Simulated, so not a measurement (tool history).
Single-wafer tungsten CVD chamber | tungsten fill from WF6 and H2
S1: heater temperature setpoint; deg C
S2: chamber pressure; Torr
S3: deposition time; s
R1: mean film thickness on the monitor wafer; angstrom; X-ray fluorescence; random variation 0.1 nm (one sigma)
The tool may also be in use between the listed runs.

run,hour,S1,S2,S3,R1
1,0.0,375,42.2,16.2,352.06
2,4.8,375,42.2,15.4,332.04
3,12.9,372,42.0,15.4,310.56
4,17.9,372,48.0,15.4,341.11
5,26.6,369,47.8,15.4,314.83
6,32.5,367,47.7,15.4,303.03

Forecast run 7:
7,38.7,359,47.2,15.4,?

{"run 7": {"R1": 244.3}}

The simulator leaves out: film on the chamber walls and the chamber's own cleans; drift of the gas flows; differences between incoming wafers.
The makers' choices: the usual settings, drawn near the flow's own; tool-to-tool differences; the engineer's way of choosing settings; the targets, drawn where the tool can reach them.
